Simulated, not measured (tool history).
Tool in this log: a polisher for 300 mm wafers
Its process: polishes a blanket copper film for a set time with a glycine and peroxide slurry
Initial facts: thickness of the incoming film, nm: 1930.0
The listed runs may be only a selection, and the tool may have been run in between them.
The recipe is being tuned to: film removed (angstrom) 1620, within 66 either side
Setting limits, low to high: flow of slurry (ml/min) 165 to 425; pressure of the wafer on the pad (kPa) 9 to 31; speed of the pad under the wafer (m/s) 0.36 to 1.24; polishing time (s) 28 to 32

run,hour,flow of slurry (ml/min),pressure of the wafer on the pad (kPa),speed of the pad under the wafer (m/s),polishing time (s),film removed (angstrom)
1,0,275,20,0.8,32,1256.4
2,0.6,275,20.7,0.8,32,1314.3
3,9.4,215,20.7,0.8,32,1257.3
4,12.4,220,21.4,0.8,32,1275.1
# hour 16: head pressure recalibrated
5,16,220,17.9,0.8,32,1088.8
6,22.1,230,18.6,0.8,32,1129
7,26.5,240,19.3,0.8,32,1163.7
8,27.7,240,19.3,0.8,32,1164.6

Of the 4 settings listed for the next run, only one would bring every result within its allowed miss of target. Which one?
A,28.9,250,27.6,0.98,32,?
B,28.9,245,24.1,0.96,32,?
C,28.9,340,23.4,1.06,32,?
D,28.9,375,30.3,0.86,32,?

move,film removed (angstrom)
A,1841.3
B,1623.5
C,1764.9
D,1824.9
A: pushes the last run's worst result past its target
B: hits every target within its allowed miss
C: pushes the last run's worst result past its target
D: pushes the last run's worst result past its target
Correct choice: B, which meets every target
